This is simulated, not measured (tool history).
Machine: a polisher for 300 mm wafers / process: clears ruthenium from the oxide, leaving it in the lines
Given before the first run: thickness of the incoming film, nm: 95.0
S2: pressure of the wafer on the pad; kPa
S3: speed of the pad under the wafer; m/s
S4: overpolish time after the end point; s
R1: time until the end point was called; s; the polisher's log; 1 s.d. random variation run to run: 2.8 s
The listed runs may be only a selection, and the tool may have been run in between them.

Run 1, hour 0.0: flow of slurry (ml/min) 245, S2 11.0 kPa, S3 1.22 m/s, S4 13 s. Result: R1 92.730 s.
Run 2, hour 1.6: flow of slurry (ml/min) 245, S2 11.0 kPa, S3 1.22 m/s, S4 13 s. Result: R1 94.529 s.
Run 3, hour 8.3: flow of slurry (ml/min) 245, S2 9.7 kPa, S3 1.20 m/s, S4 13 s. Result: R1 106.580 s.
Run 4, hour 11.9: flow of slurry (ml/min) 295, S2 9.7 kPa, S3 1.20 m/s, S4 13 s. Result: R1 108.170 s.
Run 5, hour 15.4: flow of slurry (ml/min) 295, S2 9.0 kPa, S3 1.18 m/s, S4 13 s. Result: R1 117.930 s.
Run 6, hour 19.8: flow of slurry (ml/min) 295, S2 9.0 kPa, S3 1.06 m/s, S4 13 s. Result: R1 130.180 s.

What will run 7 give?
Run 7, hour 26.9: flow of slurry (ml/min) 295, S2 8.3 kPa, S3 1.06 m/s, S4 13 s. Result: R1 ?.

Run 7 came out at R1 139.090 s.
